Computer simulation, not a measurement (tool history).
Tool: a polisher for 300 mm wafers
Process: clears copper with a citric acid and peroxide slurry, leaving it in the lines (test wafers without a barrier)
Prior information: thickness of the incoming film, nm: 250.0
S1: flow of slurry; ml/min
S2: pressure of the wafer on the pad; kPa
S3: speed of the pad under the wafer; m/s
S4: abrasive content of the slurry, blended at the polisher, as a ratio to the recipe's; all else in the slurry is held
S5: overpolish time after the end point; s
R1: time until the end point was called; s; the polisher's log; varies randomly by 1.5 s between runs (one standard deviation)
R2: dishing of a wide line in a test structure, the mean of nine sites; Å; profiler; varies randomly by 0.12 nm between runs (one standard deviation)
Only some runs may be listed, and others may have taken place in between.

{"run": 1, "day": 0.0, "S1": 155, "S2": 23.4, "S3": 1.34, "S4": 1.0, "S5": 10, "R1": 71.764, "R2": 230.67}
{"run": 2, "day": 0.158, "S1": 155, "S2": 23.4, "S3": 1.06, "S4": 1.0, "S5": 10, "R1": 90.645, "R2": 184.57}
{"run": 3, "day": 0.288, "S1": 155, "S2": 23.4, "S3": 0.84, "S4": 1.0, "S5": 10, "R1": 112.61, "R2": 149.1}
{"run": 4, "day": 0.504, "S1": 135, "S2": 23.4, "S3": 0.84, "S4": 1.0, "S5": 10, "R1": 114.71, "R2": 147.02}
{"run": 5, "day": 0.592, "S1": 155, "S2": 24.1, "S3": 0.76, "S4": 1.1, "S5": 8, "R1": 122.2, "R2": 117.22}
{"run": 6, "day": 0.612, "S1": 130, "S2": 24.1, "S3": 0.76, "S4": 1.1, "S5": 8, "R1": 117.67, "R2": 113.35}
{"run": 7, "day": 0.896, "S1": 120, "S2": 26.2, "S3": 0.72, "S4": 1.2, "S5": 6, "R1": 119.5, "R2": 90.884}
{"run": 8, "day": 1.083, "S1": 110, "S2": 29.0, "S3": 0.68, "S4": 1.3, "S5": 5, "R1": 118.05, "R2": 73.783}
{"run": 9, "day": 1.354, "S1": 105, "S2": 31.0, "S3": 0.72, "S4": 1.35, "S5": 4, "R1": 104.53, "R2": 66.784}
{"run": 10, "day": 1.546, "S1": 105, "S2": 32.4, "S3": 0.72, "S4": 1.35, "S5": 4, "R1": 98.632, "R2": 70.553}
{"run": 11, "day": 1.804, "S1": 100, "S2": 33.8, "S3": 0.72, "S4": 1.4, "S5": 4, "R1": 95.667, "R2": 73.916}

Estimate the outcome of run 12 from the log above:
{"run": 12, "day": 2.121, "S1": 100, "S2": 34.5, "S3": 0.72, "S4": 1.45, "S5": 4, "R1": "?", "R2": "?"}

Run 12 yielded R1 94.905 s, R2 72.560 Å.
